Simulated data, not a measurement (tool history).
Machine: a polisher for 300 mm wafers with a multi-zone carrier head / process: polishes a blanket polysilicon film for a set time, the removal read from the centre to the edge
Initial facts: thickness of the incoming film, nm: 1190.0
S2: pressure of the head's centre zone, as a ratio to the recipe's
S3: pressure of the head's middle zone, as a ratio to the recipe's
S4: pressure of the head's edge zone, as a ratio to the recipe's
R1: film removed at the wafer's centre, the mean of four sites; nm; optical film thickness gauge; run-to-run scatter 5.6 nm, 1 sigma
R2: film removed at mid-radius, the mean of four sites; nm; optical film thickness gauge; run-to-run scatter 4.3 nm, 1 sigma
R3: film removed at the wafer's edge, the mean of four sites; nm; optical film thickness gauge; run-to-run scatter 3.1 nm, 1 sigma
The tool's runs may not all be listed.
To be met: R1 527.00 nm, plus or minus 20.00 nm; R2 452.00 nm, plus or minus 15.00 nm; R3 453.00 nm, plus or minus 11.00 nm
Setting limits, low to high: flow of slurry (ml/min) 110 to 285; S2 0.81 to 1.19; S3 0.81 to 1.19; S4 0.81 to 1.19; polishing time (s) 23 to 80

{"run": 1, "hour": 0.0, "flow of slurry (ml/min)": 180, "S2": 1.0, "S3": 1.0, "S4": 1.0, "polishing time (s)": 51, "R1": 392.27, "R2": 393.89, "R3": 392.27}
{"run": 2, "hour": 2.7, "flow of slurry (ml/min)": 180, "S2": 1.0, "S3": 0.95, "S4": 1.0, "polishing time (s)": 51, "R1": 392.33, "R2": 376.6, "R3": 390.25}
{"run": 3, "hour": 9.3, "flow of slurry (ml/min)": 180, "S2": 1.0, "S3": 0.95, "S4": 1.05, "polishing time (s)": 51, "R1": 385.89, "R2": 370.2, "R3": 400.16}
{"run": 4, "hour": 10.4, "flow of slurry (ml/min)": 180, "S2": 1.0, "S3": 0.98, "S4": 1.05, "polishing time (s)": 51, "R1": 390.67, "R2": 384.69, "R3": 401.12}
{"run": 5, "hour": 17.0, "flow of slurry (ml/min)": 180, "S2": 1.0, "S3": 0.98, "S4": 1.05, "polishing time (s)": 43, "R1": 333.66, "R2": 326.64, "R3": 336.32}
{"run": 6, "hour": 22.6, "flow of slurry (ml/min)": 200, "S2": 1.06, "S3": 1.01, "S4": 1.07, "polishing time (s)": 46, "R1": 381.06, "R2": 362.14, "R3": 361.58}
{"run": 7, "hour": 25.8, "flow of slurry (ml/min)": 200, "S2": 1.06, "S3": 1.01, "S4": 1.07, "polishing time (s)": 46, "R1": 387.57, "R2": 364.36, "R3": 367.84}
{"run": 8, "hour": 28.2, "flow of slurry (ml/min)": 200, "S2": 1.06, "S3": 1.01, "S4": 1.07, "polishing time (s)": 46, "R1": 380.72, "R2": 358.68, "R3": 363.85}
{"run": 9, "hour": 30.4, "flow of slurry (ml/min)": 215, "S2": 1.1, "S3": 1.03, "S4": 1.09, "polishing time (s)": 49, "R1": 431.36, "R2": 393.89, "R3": 393.53}
{"run": 10, "hour": 38.8, "flow of slurry (ml/min)": 225, "S2": 1.12, "S3": 1.04, "S4": 1.11, "polishing time (s)": 50, "R1": 445.12, "R2": 412.33, "R3": 417.92}
{"run": 11, "hour": 40.6, "flow of slurry (ml/min)": 265, "S2": 1.19, "S3": 1.02, "S4": 1.05, "polishing time (s)": 54, "R1": 533.18, "R2": 448.46, "R3": 441.85}
{"run": 12, "hour": 42.6, "flow of slurry (ml/min)": 265, "S2": 1.18, "S3": 1.02, "S4": 1.06, "polishing time (s)": 54, "R1": 524.4, "R2": 447.43, "R3": 440.55}

Which of these 4 next moves meets every target?
{"run": "A", "hour": 44.6, "flow of slurry (ml/min)": 240, "S2": 1.13, "S3": 0.96, "S4": 0.97, "polishing time (s)": 58, "R1": "?", "R2": "?", "R3": "?"}
{"run": "B", "hour": 44.6, "flow of slurry (ml/min)": 285, "S2": 1.19, "S3": 1.09, "S4": 1.0, "polishing time (s)": 54, "R1": "?", "R2": "?", "R3": "?"}
{"run": "C", "hour": 44.6, "flow of slurry (ml/min)": 260, "S2": 1.11, "S3": 0.98, "S4": 0.92, "polishing time (s)": 56, "R1": "?", "R2": "?", "R3": "?"}
{"run": "D", "hour": 44.6, "flow of slurry (ml/min)": 255, "S2": 1.19, "S3": 1.03, "S4": 0.99, "polishing time (s)": 54, "R1": "?", "R2": "?", "R3": "?"}

move=A R1=522.43 R2=448.23 R3=446.37
move=B R1=522.98 R2=473.79 R3=427.29
move=C R1=501.27 R2=444.67 R3=423.36
move=D R1=515.66 R2=445.97 R3=421.61
A: every result within its allowed miss
B: its largest miss is bigger than the last run's
C: its largest miss is bigger than the last run's
D: its largest miss is bigger than the last run's
The move that meets every target is A.
